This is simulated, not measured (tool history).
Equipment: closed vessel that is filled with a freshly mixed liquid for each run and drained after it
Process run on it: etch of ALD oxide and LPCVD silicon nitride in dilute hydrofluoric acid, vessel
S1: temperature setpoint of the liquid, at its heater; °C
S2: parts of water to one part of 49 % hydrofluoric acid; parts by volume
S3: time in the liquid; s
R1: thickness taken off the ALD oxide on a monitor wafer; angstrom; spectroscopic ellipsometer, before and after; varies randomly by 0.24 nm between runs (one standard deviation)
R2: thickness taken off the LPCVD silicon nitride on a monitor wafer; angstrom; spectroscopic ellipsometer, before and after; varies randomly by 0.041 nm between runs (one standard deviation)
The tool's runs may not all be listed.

run  hour    S1  S2   S3      R1       R2
  1   0.0  25.0  85  160  249.17  12.4050
  2   4.7  22.0  85  160  222.29   9.9460
  3   8.7  23.0  80  160  251.04  11.5960
  4  13.8  20.5  80  160  221.86   9.8883
  5  16.0  22.5  80  160  246.06  11.4270
  6  24.2  23.5  75  160  273.56  13.3000
  7  31.5  23.5  70  160  294.18  13.6300

Run 8 is up next; what results do you expect?
  8  40.0  26.0  60  155   ?   ?

{"run 8": {"R1": 370.77, "R2": 18.137}}
